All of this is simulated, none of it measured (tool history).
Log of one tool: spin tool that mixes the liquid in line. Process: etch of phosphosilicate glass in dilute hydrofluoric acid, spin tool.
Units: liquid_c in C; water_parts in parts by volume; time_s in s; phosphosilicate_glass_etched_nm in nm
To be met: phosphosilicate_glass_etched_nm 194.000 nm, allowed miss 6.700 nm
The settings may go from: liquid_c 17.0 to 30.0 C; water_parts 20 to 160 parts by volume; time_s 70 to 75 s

| run | hour | liquid_c | water_parts | time_s | phosphosilicate_glass_etched_nm |
|---|---|---|---|---|---|
| 1 | 0.0 | 22.0 | 90 | 70 | 87.104 |
| 2 | 3.1 | 22.0 | 70 | 70 | 113.470 |
| 3 | 4.0 | 22.0 | 90 | 70 | 87.547 |
| 4 | 6.8 | 22.0 | 90 | 70 | 88.096 |
| 5 | 7.6 | 22.0 | 90 | 75 | 92.205 |
| 6 | 13.8 | 23.0 | 85 | 75 | 103.420 |
| 7 | 16.8 | 23.5 | 80 | 75 | 110.580 |
| 8 | 19.6 | 24.0 | 75 | 75 | 123.290 |
| 9 | 25.7 | 24.5 | 70 | 75 | 133.970 |
| 10 | 31.7 | 25.0 | 70 | 75 | 140.530 |
| 11 | 34.6 | 25.5 | 70 | 75 | 140.780 |
| 12 | 36.7 | 26.0 | 70 | 75 | 143.830 |
| 13 | 43.9 | 26.5 | 70 | 75 | 147.750 |
| 14 | 48.5 | 27.0 | 70 | 75 | 147.070 |
| 15 | 56.5 | 27.5 | 70 | 75 | 152.070 |
| 16 | 62.7 | 28.0 | 70 | 75 | 152.420 |

5 next moves are on the table. One of them brings every result within its allowed miss. Which?
| A | 68.9 | 30.0 | 55 | 75 | ? |
| B | 68.9 | 27.0 | 50 | 75 | ? |
| C | 68.9 | 29.5 | 65 | 75 | ? |
| D | 68.9 | 22.0 | 45 | 75 | ? |
| E | 68.9 | 28.5 | 55 | 75 | ? |

| move | phosphosilicate_glass_etched_nm |
|---|---|
| A | 217.430 |
| B | 213.940 |
| C | 177.740 |
| D | 194.890 |
| E | 204.990 |
A: takes the result that was furthest off past its target
B: takes the result that was furthest off past its target
C: nearer than the last run, and not there yet
D: meets every target
E: takes the result that was furthest off past its target
Answer: D
